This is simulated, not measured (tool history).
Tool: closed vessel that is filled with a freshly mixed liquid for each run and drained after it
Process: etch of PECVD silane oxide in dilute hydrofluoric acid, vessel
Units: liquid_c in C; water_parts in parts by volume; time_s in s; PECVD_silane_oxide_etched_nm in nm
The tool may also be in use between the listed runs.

run 1 hour=0 | liquid_c=26 water_parts=275 time_s=575 | PECVD_silane_oxide_etched_nm=39.55
run 2 hour=8.4 | liquid_c=26 water_parts=275 time_s=575 | PECVD_silane_oxide_etched_nm=39.721
run 3 hour=14 | liquid_c=26 water_parts=215 time_s=575 | PECVD_silane_oxide_etched_nm=54.329
run 4 hour=19.9 | liquid_c=22.5 water_parts=215 time_s=575 | PECVD_silane_oxide_etched_nm=47.5
run 5 hour=27.1 | liquid_c=22.5 water_parts=135 time_s=575 | PECVD_silane_oxide_etched_nm=81.562
run 6 hour=28.6 | liquid_c=22.5 water_parts=170 time_s=575 | PECVD_silane_oxide_etched_nm=62.654
run 7 hour=37.9 | liquid_c=21 water_parts=170 time_s=575 | PECVD_silane_oxide_etched_nm=59.373

Run 8 comes next. What will it give?
run 8 hour=42.2 | liquid_c=20 water_parts=170 time_s=575 | PECVD_silane_oxide_etched_nm=?

Run 8 gave PECVD_silane_oxide_etched_nm 57.812 nm.
